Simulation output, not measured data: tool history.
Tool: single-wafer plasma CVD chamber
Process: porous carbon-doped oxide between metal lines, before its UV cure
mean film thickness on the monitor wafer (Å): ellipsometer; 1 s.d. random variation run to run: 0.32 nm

run,day,heater temperature setpoint (K),RF power (kW),deposition time (s),mean film thickness on the monitor wafer (Å)
1,0,553.15,0.385,18.7,873.31
2,0.258,550.15,0.39,18.7,900.35
3,0.533,550.15,0.39,17.9,864.45
4,0.875,547.15,0.395,17.9,889.46
5,1.192,547.15,0.395,17.9,896.94
6,1.562,554.15,0.395,17.9,846.42
7,1.583,551.15,0.4,17.9,871.62
8,1.775,548.15,0.405,17.9,901

What does the tool deliver on the next run?
9,1.962,546.15,0.41,17.9,?

{"run 9": {"mean film thickness on the monitor wafer (Å)": 926.54}}
